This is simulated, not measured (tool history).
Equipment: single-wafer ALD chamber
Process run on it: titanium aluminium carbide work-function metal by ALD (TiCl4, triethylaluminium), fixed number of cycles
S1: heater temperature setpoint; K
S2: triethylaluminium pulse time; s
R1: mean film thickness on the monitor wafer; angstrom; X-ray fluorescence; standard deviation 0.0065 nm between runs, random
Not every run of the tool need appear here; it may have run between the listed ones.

run 1 hour=0.0 | S1=573.15 S2=14.96 | R1=18.638
run 2 hour=5.3 | S1=573.15 S2=17.85 | R1=18.901
run 3 hour=11.7 | S1=569.15 S2=17.37 | R1=18.704
run 4 hour=19.7 | S1=574.15 S2=17.37 | R1=18.857
run 5 hour=24.4 | S1=574.15 S2=14.05 | R1=18.660
run 6 hour=28.1 | S1=570.15 S2=14.05 | R1=18.249

Run 7 has not been measured yet. What should we expect?
run 7 hour=30.6 | S1=568.15 S2=13.84 | R1=?

R1: 18.081 angstrom

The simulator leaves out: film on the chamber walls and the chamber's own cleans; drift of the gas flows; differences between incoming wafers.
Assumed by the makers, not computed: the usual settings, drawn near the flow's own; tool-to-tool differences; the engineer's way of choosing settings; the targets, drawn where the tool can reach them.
